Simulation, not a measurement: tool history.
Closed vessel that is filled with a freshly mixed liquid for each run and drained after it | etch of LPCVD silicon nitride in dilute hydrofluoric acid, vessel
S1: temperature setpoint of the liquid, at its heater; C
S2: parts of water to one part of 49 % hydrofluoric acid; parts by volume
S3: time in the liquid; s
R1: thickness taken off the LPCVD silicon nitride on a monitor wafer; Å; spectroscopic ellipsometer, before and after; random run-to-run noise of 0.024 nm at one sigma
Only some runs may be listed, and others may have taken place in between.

run	hour	S1	S2	S3	R1
1	0	20	45	920	73.345
2	6.7	19	50	920	62.232
3	16.2	19	50	990	66.549
4	19.6	18.5	55	990	58.78
5	20.9	18.5	55	920	54.662
6	28.5	18	55	920	52.875
7	33.4	18	55	920	52.675

Predict the results of run 8:
8	35.3	17.5	55	920	?

{"run 8": {"R1": 51.108}}
